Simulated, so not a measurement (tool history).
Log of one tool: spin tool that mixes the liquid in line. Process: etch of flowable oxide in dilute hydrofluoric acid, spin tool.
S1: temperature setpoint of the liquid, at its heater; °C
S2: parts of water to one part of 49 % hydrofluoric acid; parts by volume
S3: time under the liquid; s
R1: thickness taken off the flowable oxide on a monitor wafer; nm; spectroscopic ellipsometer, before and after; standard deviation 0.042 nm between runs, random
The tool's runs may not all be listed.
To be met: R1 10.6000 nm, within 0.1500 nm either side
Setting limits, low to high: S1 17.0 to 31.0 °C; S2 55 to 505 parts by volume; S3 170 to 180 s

run 1 hour=0.0 | S1=23.0 S2=280 S3=170 | R1=11.8100
run 2 hour=4.5 | S1=23.0 S2=185 S3=170 | R1=19.6330
run 3 hour=6.8 | S1=23.0 S2=140 S3=170 | R1=27.0710
run 4 hour=12.7 | S1=23.0 S2=140 S3=180 | R1=29.0140
run 5 hour=19.8 | S1=22.0 S2=170 S3=180 | R1=22.1840
run 6 hour=21.8 | S1=22.0 S2=170 S3=180 | R1=22.1100
run 7 hour=23.4 | S1=21.0 S2=185 S3=180 | R1=19.2520
run 8 hour=28.0 | S1=17.0 S2=285 S3=180 | R1=9.7642
run 9 hour=34.7 | S1=17.5 S2=285 S3=180 | R1=10.0060

Below are 4 possible settings for the next run. Only one of them brings all results inside the allowed miss of their targets. Which is it?
run A hour=41.4 | S1=17.0 S2=275 S3=180 | R1=?
run B hour=41.4 | S1=17.0 S2=285 S3=170 | R1=?
run C hour=41.4 | S1=17.0 S2=255 S3=170 | R1=?
run D hour=41.4 | S1=18.0 S2=270 S3=180 | R1=?

move=A R1=10.2800
move=B R1=9.2886
move=C R1=10.6520
move=D R1=10.9240
A: moves toward the targets from the last run without getting all of them in spec
B: its largest miss is bigger than the last run's
C: all results in spec
D: pushes the last run's worst result past its target
Correct choice: C, which meets every target
